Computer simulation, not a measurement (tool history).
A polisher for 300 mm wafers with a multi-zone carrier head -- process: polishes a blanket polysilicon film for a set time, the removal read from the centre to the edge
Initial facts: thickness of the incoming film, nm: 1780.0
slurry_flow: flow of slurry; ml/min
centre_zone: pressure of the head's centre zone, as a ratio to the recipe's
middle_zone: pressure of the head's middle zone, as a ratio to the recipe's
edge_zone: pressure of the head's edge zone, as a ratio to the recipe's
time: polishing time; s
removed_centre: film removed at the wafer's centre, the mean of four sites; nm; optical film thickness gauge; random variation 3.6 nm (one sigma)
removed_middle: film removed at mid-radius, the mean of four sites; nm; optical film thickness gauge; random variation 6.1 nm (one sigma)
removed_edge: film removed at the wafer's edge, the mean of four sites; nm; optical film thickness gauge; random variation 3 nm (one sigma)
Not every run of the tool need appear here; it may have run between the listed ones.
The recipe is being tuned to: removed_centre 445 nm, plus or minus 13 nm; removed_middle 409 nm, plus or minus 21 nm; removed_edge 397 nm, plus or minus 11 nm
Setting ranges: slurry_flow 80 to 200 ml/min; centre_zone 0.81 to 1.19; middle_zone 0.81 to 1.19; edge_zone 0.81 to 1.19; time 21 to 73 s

run,hour,slurry_flow,centre_zone,middle_zone,edge_zone,time,removed_centre,removed_middle,removed_edge
1,0,130,1,1,1,47,317.35,315.29,315.98
2,1.7,130,1,1.04,1,47,316.2,327.91,314.76
3,8.1,140,1.03,1.05,1.03,48,336.06,340.22,327.1
4,13,140,1.03,1.05,0.96,48,341.79,332.49,322.52
5,16.5,145,1.05,1.05,0.98,49,352.54,343.89,332.35
6,18.4,120,1.05,1.05,0.98,49,341.81,335,322.29
7,23.9,130,1.07,1.05,1,50,363.43,343.52,337.17
8,32.5,140,1.08,1.06,1.02,51,376.62,355.63,350.18

5 next moves are on the table. One of them brings every result within its allowed miss. Which?
A,41.1,145,1.13,1.12,1,45,?,?,?
B,41.1,150,1.1,1.05,0.83,58,?,?,?
C,41.1,125,1.18,1.14,0.91,56,?,?,?
D,41.1,140,1.14,0.94,1.06,57,?,?,?
E,41.1,165,1.15,1.11,1.14,54,?,?,?

move,removed_centre,removed_middle,removed_edge
A,350.42,335.35,308.16
B,442.46,411.73,375.03
C,440.69,411.38,363.36
D,443.93,363.7,397.76
E,439.09,408.45,394.8
A: moves away from the targets compared with the last run
B: meets the target for the result that was furthest off, but another lies outside its allowed miss
C: meets the target for the result that was furthest off, but another lies outside its allowed miss
D: meets the target for the result that was furthest off, but another lies outside its allowed miss
E: every result within its allowed miss
The right move is E.

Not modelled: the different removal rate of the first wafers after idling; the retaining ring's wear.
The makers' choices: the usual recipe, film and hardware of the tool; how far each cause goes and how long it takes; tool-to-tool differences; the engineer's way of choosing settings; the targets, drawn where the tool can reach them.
